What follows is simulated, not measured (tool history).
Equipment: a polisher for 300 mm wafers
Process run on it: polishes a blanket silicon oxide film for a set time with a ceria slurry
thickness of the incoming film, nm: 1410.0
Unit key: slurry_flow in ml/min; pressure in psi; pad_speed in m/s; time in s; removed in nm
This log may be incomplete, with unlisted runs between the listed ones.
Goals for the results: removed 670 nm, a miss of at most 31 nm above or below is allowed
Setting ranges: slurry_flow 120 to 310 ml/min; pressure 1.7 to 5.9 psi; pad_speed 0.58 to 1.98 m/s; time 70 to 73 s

run,hour,slurry_flow,pressure,pad_speed,time,removed
1,0,200,3.8,1.28,70,553.17
2,2.3,200,4,1.28,70,567.97
3,7.2,200,4,0.98,70,438.81
4,8.5,200,4,0.98,70,438.64
5,15.1,200,4.5,1,70,513.04
6,16.9,200,4.5,1,73,522.95
7,25.5,200,4.8,1,73,550.46
8,28.5,200,5.1,1,73,592.56

4 candidate next runs follow, results not yet known. Just one meets every target within its allowed miss. Identify it.
A,31.5,195,4.7,1,73,?
B,31.5,180,4.7,1.04,73,?
C,31.5,230,4.9,1.18,73,?
D,31.5,200,5.1,0.96,70,?

move,removed
A,534.37
B,547.17
C,660.08
D,531.07
A: further off than the last run
B: further off than the last run
C: hits every target within its allowed miss
D: further off than the last run
Move C is the one to make.
